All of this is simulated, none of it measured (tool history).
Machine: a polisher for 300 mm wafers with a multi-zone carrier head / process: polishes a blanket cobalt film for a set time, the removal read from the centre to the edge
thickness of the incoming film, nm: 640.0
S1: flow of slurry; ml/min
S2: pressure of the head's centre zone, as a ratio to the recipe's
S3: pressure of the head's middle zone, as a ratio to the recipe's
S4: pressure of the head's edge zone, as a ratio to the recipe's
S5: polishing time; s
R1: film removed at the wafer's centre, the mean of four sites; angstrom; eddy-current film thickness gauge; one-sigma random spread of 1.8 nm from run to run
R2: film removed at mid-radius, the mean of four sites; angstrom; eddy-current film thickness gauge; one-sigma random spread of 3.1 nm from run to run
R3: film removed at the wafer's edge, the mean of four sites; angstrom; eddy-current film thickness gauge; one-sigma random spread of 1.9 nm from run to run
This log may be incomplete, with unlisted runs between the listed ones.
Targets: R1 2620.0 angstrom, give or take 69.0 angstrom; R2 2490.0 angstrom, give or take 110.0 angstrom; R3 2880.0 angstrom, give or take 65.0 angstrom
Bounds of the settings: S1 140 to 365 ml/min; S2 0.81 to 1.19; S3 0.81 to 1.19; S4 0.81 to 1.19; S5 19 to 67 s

run	hour	S1	S2	S3	S4	S5	R1	R2	R3
1	0.0	235	1.00	1.00	1.00	43	1985.0	1954.8	1942.2
2	7.2	235	1.00	1.00	1.00	37	1693.5	1704.1	1690.1
3	14.8	235	1.00	0.96	1.00	37	1690.7	1652.6	1673.1
4	23.3	275	1.00	0.96	1.00	37	1717.1	1701.1	1704.4
5	27.3	275	1.00	0.96	1.04	37	1737.6	1639.3	1724.1
6	30.4	275	1.00	0.96	1.04	30	1398.5	1342.4	1399.7
7	34.4	270	0.98	0.96	1.06	35	1603.3	1564.9	1662.6
8	43.0	270	0.97	0.96	1.08	39	1750.8	1742.9	1861.3
9	49.6	270	0.97	0.95	1.10	42	1879.6	1893.0	2023.2
10	56.9	275	1.00	0.85	1.19	54	2513.7	2248.8	2712.6
11	60.4	280	1.00	0.86	1.19	54	2521.0	2269.8	2712.6
12	68.2	285	1.00	0.87	1.19	54	2514.7	2307.9	2701.2
13	70.0	285	1.00	0.87	1.19	55	2582.8	2304.6	2783.8
14	78.9	285	1.00	0.89	1.19	55	2577.7	2359.0	2765.2

Pick the move, out of 5, that brings all results within their allowed miss; only one does.
A	87.8	285	1.02	0.89	1.17	58	?	?	?
B	87.8	315	0.97	0.90	1.19	57	?	?	?
C	87.8	275	0.99	0.81	1.19	57	?	?	?
D	87.8	265	0.97	0.81	1.19	55	?	?	?
E	87.8	265	0.99	0.93	1.13	62	?	?	?

move	R1	R2	R3
A	2797.1	2463.7	2892.3
B	2640.1	2463.3	2887.7
C	2655.9	2263.0	2862.7
D	2500.2	2175.7	2754.5
E	2879.0	2696.5	3018.7
A: the furthest-off result lands on target, but another misses its tolerance
B: meets every target
C: the furthest-off result lands on target, but another misses its tolerance
D: moves away from the targets compared with the last run
E: carries the result that was furthest off beyond its target, to the other side
So the answer is move B, the one that meets all the targets.
